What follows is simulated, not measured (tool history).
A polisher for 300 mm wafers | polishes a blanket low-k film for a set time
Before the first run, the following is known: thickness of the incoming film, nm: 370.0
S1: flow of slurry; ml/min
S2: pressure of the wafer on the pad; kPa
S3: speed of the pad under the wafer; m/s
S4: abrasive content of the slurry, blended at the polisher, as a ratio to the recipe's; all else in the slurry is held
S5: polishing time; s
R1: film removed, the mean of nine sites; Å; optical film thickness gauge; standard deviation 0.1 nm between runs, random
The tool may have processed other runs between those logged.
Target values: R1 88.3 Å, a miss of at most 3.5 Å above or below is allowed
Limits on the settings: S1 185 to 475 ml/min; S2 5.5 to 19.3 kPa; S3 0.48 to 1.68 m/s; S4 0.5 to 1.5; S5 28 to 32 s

run 1 day=0 | S1=305 S2=12.4 S3=1.08 S4=1 S5=32 | R1=161.92
run 2 day=0.108 | S1=255 S2=12.4 S3=1.08 S4=1 S5=32 | R1=159.4
run 3 day=0.208 | S1=255 S2=13.8 S3=1.08 S4=1 S5=32 | R1=173.83
run 4 day=0.4 | S1=255 S2=13.8 S3=1.08 S4=1 S5=28 | R1=151.48
run 5 day=0.579 | S1=250 S2=11.7 S3=1.04 S4=1 S5=28 | R1=126.33
run 6 day=0.675 | S1=250 S2=11.7 S3=1.2 S4=1 S5=28 | R1=137.57
run 7 day=0.958 | S1=240 S2=10.3 S3=1.18 S4=1 S5=28 | R1=123.01
run 8 day=1.021 | S1=235 S2=9.7 S3=1.18 S4=1 S5=28 | R1=112.18
run 9 day=1.079 | S1=230 S2=9 S3=1.18 S4=1 S5=28 | R1=103.45
run 10 day=1.346 | S1=225 S2=8.3 S3=1.18 S4=1 S5=28 | R1=95.317
run 11 day=1.496 | S1=220 S2=8.3 S3=1.18 S4=1 S5=28 | R1=96.509
run 12 day=1.554 | S1=215 S2=8.3 S3=1.18 S4=1 S5=28 | R1=94.267
run 13 day=1.612 | S1=210 S2=8.3 S3=1.18 S4=1 S5=28 | R1=97.749
run 14 day=1.725 | S1=210 S2=6.9 S3=1.18 S4=1 S5=28 | R1=80.094
run 15 day=2.096 | S1=215 S2=6.9 S3=1.18 S4=1 S5=28 | R1=80.98
run 16 day=2.162 | S1=215 S2=6.9 S3=1.18 S4=1 S5=28 | R1=78.404

Which one of the following 4 next-run settings gets every result inside its allowed miss? There is exactly one.
run A day=2.229 | S1=195 S2=7.6 S3=1.16 S4=1 S5=31 | R1=?
run B day=2.229 | S1=285 S2=6.9 S3=1.26 S4=1 S5=31 | R1=?
run C day=2.229 | S1=225 S2=6.2 S3=1.08 S4=1.25 S5=32 | R1=?
run D day=2.229 | S1=185 S2=6.9 S3=1.32 S4=1.05 S5=32 | R1=?

move=A R1=96.245
move=B R1=96.424
move=C R1=89.52
move=D R1=98.211
A: takes the result that was furthest off past its target
B: takes the result that was furthest off past its target
C: all results in spec
D: takes the result that was furthest off past its target
C meets every target.
